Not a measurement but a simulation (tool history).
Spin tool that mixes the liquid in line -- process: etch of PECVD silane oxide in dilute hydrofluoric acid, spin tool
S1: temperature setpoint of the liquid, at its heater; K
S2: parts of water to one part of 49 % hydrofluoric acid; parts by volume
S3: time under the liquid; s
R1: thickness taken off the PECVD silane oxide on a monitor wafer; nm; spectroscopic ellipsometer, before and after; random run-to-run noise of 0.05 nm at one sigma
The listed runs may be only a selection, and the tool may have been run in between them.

{"run": 1, "hour": 0.0, "S1": 295.15, "S2": 180, "S3": 170, "R1": 19.194}
{"run": 2, "hour": 8.6, "S1": 295.15, "S2": 180, "S3": 180, "R1": 20.343}
{"run": 3, "hour": 10.3, "S1": 294.15, "S2": 195, "S3": 180, "R1": 17.743}
{"run": 4, "hour": 16.6, "S1": 293.15, "S2": 205, "S3": 180, "R1": 16.131}
{"run": 5, "hour": 20.9, "S1": 292.65, "S2": 215, "S3": 180, "R1": 15.036}
{"run": 6, "hour": 26.8, "S1": 292.15, "S2": 220, "S3": 180, "R1": 14.286}
{"run": 7, "hour": 29.9, "S1": 291.65, "S2": 225, "S3": 180, "R1": 13.732}
{"run": 8, "hour": 31.7, "S1": 291.15, "S2": 230, "S3": 180, "R1": 13.025}

Estimate the outcome of run 9 from the log above:
{"run": 9, "hour": 38.2, "S1": 291.15, "S2": 235, "S3": 180, "R1": "?"}

R1: 12.670 nm
